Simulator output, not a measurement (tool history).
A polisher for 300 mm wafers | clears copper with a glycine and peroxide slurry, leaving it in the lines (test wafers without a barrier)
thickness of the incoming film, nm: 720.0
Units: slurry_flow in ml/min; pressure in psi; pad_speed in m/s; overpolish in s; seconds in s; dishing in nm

{"run": 1, "hour": 0.0, "slurry_flow": 135, "pressure": 3, "pad_speed": 1.02, "overpolish": 11, "seconds": 144.63, "dishing": 37.702}
{"run": 2, "hour": 3.5, "slurry_flow": 135, "pressure": 3.4, "pad_speed": 1.02, "overpolish": 11, "seconds": 131.78, "dishing": 42.241}
{"run": 3, "hour": 5.7, "slurry_flow": 135, "pressure": 3.4, "pad_speed": 1.02, "overpolish": 9, "seconds": 132.17, "dishing": 35.388}
{"run": 4, "hour": 7.4, "slurry_flow": 130, "pressure": 3.4, "pad_speed": 1, "overpolish": 10, "seconds": 138.1, "dishing": 38.215}
{"run": 5, "hour": 11.9, "slurry_flow": 125, "pressure": 3.5, "pad_speed": 0.98, "overpolish": 11, "seconds": 134.73, "dishing": 40.883}
{"run": 6, "hour": 20.8, "slurry_flow": 125, "pressure": 3.5, "pad_speed": 0.84, "overpolish": 11, "seconds": 150.43, "dishing": 38.902}
{"run": 7, "hour": 26.0, "slurry_flow": 125, "pressure": 3.6, "pad_speed": 0.82, "overpolish": 12, "seconds": 142.98, "dishing": 40.942}

Run 8 comes next. What will it give?
{"run": 8, "hour": 30.5, "slurry_flow": 115, "pressure": 3.4, "pad_speed": 0.96, "overpolish": 18, "seconds": "?", "dishing": "?"}

{"run 8": {"seconds": 146.06, "dishing": 58.482}}
